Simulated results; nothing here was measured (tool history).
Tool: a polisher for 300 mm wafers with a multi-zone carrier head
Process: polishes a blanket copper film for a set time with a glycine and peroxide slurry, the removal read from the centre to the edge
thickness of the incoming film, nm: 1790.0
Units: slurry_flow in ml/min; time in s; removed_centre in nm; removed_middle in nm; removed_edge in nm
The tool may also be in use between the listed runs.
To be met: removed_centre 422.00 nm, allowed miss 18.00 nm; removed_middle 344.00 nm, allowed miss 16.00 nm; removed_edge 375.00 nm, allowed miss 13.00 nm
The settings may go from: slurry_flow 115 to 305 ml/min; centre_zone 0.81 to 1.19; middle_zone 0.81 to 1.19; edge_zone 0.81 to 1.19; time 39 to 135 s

| run | hour | slurry_flow | centre_zone | middle_zone | edge_zone | time | removed_centre | removed_middle | removed_edge |
|---|---|---|---|---|---|---|---|---|---|
| 1 | 0.0 | 195 | 1.00 | 1.00 | 1.00 | 87 | 672.48 | 692.34 | 687.15 |
| 2 | 1.4 | 190 | 1.01 | 0.97 | 0.98 | 79 | 611.09 | 623.15 | 617.13 |
| 3 | 9.6 | 190 | 1.01 | 0.94 | 0.98 | 79 | 612.40 | 576.95 | 620.50 |
| 4 | 17.2 | 190 | 1.02 | 0.93 | 0.96 | 72 | 559.57 | 536.34 | 559.48 |
| 5 | 20.9 | 190 | 0.94 | 0.93 | 0.96 | 72 | 519.85 | 534.59 | 564.74 |
| 6 | 28.3 | 190 | 0.97 | 0.91 | 0.94 | 67 | 497.70 | 480.98 | 508.62 |
| 7 | 32.4 | 155 | 1.03 | 0.81 | 0.84 | 51 | 391.33 | 319.61 | 362.16 |
| 8 | 36.7 | 160 | 1.03 | 0.81 | 0.84 | 51 | 400.63 | 326.02 | 367.31 |
| 9 | 45.3 | 165 | 1.03 | 0.81 | 0.84 | 51 | 393.67 | 316.27 | 359.16 |
| 10 | 54.4 | 165 | 1.04 | 0.82 | 0.84 | 51 | 398.57 | 336.06 | 361.23 |
| 11 | 63.1 | 165 | 1.05 | 0.82 | 0.85 | 51 | 398.29 | 328.13 | 366.63 |

4 next moves are on the table. One of them brings every result within its allowed miss. Which?
| A | 71.8 | 175 | 1.03 | 0.81 | 0.92 | 53 | ? | ? | ? |
| B | 71.8 | 205 | 1.00 | 0.87 | 0.87 | 49 | ? | ? | ? |
| C | 71.8 | 170 | 1.12 | 0.97 | 0.81 | 49 | ? | ? | ? |
| D | 71.8 | 225 | 1.09 | 0.86 | 0.91 | 48 | ? | ? | ? |

| move | removed_centre | removed_middle | removed_edge |
|---|---|---|---|
| A | 416.70 | 338.50 | 399.65 |
| B | 385.43 | 340.84 | 366.99 |
| C | 417.08 | 361.21 | 346.81 |
| D | 418.04 | 335.03 | 370.71 |
A: brings the result that was furthest off to its target, and leaves another outside
B: further off than the last run
C: brings the result that was furthest off to its target, and leaves another outside
D: meets every target
Move D is the one to make.

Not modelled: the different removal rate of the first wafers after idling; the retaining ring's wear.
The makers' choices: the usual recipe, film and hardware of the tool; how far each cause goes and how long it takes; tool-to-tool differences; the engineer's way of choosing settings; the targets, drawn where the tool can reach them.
